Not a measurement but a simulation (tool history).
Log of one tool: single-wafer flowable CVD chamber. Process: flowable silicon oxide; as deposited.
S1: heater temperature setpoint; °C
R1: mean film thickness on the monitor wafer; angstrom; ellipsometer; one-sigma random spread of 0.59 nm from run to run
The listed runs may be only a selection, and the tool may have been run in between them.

run 1 hour=0 | S1=105 chamber_pressure_(Pa)=139 RF_power_(kW)=2.1 deposition_time_(s)=363 | R1=2580.4
run 2 hour=5.2 | S1=113 chamber_pressure_(Pa)=139 RF_power_(kW)=2.1 deposition_time_(s)=363 | R1=1918.1
run 3 hour=11.1 | S1=103 chamber_pressure_(Pa)=139 RF_power_(kW)=2.1 deposition_time_(s)=363 | R1=2779.7
run 4 hour=18.7 | S1=105 chamber_pressure_(Pa)=139 RF_power_(kW)=2.1 deposition_time_(s)=363 | R1=2584.7
run 5 hour=23.8 | S1=105 chamber_pressure_(Pa)=139 RF_power_(kW)=2.1 deposition_time_(s)=346 | R1=2460.4
run 6 hour=27.7 | S1=107 chamber_pressure_(Pa)=139 RF_power_(kW)=2.1 deposition_time_(s)=346 | R1=2291.7
run 7 hour=33.2 | S1=108 chamber_pressure_(Pa)=139 RF_power_(kW)=2.1 deposition_time_(s)=346 | R1=2196.1
-- hour=36 RF generator calibrated
run 8 hour=36 | S1=118 chamber_pressure_(Pa)=139 RF_power_(kW)=2.1 deposition_time_(s)=346 | R1=1567

Forecast run 9:
run 9 hour=38.6 | S1=117 chamber_pressure_(Pa)=139 RF_power_(kW)=2.1 deposition_time_(s)=346 | R1=?

Run 9 produced R1 1623.4 angstrom.
